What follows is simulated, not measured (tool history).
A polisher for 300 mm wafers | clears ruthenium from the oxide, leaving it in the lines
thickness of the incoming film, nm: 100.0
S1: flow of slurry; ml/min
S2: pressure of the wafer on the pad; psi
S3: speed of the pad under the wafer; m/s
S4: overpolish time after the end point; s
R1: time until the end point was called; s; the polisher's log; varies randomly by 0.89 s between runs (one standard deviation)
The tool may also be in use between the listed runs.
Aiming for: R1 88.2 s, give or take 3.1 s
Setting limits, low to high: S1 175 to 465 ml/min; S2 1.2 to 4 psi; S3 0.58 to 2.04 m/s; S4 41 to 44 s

Run 1, hour 0: S1 295 ml/min, S2 2.6 psi, S3 1.3 m/s, S4 41 s. Result: R1 64.764 s.
Run 2, hour 6.9: S1 295 ml/min, S2 2.6 psi, S3 1.6 m/s, S4 41 s. Result: R1 52.245 s.
Run 3, hour 13.4: S1 295 ml/min, S2 2.3 psi, S3 1.6 m/s, S4 41 s. Result: R1 59.708 s.
Run 4, hour 19.3: S1 295 ml/min, S2 2.3 psi, S3 1.6 m/s, S4 41 s. Result: R1 59.527 s.
At hour 27.1: worn pad replaced by a new one.
Run 5, hour 27.1: S1 295 ml/min, S2 2.3 psi, S3 1.44 m/s, S4 41 s. Result: R1 59.541 s.
Run 6, hour 30.7: S1 290 ml/min, S2 2.1 psi, S3 1.3 m/s, S4 41 s. Result: R1 72.932 s.
Run 7, hour 35.9: S1 290 ml/min, S2 2 psi, S3 1.3 m/s, S4 41 s. Result: R1 75.083 s.
Run 8, hour 38.6: S1 290 ml/min, S2 1.9 psi, S3 1.3 m/s, S4 41 s. Result: R1 80.188 s.
Run 9, hour 39.9: S1 290 ml/min, S2 1.8 psi, S3 1.3 m/s, S4 41 s. Result: R1 84.358 s.

5 next moves are on the table. One of them brings every result within its allowed miss. Which?
Run A, hour 41.2: S1 225 ml/min, S2 2.7 psi, S3 0.86 m/s, S4 41 s. Result: R1 ?.
Run B, hour 41.2: S1 270 ml/min, S2 1.7 psi, S3 1.42 m/s, S4 41 s. Result: R1 ?.
Run C, hour 41.2: S1 295 ml/min, S2 1.7 psi, S3 1.42 m/s, S4 44 s. Result: R1 ?.
Run D, hour 41.2: S1 295 ml/min, S2 1.8 psi, S3 1.3 m/s, S4 41 s. Result: R1 ?.
Run E, hour 41.2: S1 295 ml/min, S2 1.9 psi, S3 1.32 m/s, S4 41 s. Result: R1 ?.

move      R1
   A  87.072
   B  81.945
   C  81.179
   D  83.744
   E  78.346
A: all results land within tolerance of their targets
B: lands further from the targets than the last run did
C: lands further from the targets than the last run did
D: lands further from the targets than the last run did
E: lands further from the targets than the last run did
A meets every target.

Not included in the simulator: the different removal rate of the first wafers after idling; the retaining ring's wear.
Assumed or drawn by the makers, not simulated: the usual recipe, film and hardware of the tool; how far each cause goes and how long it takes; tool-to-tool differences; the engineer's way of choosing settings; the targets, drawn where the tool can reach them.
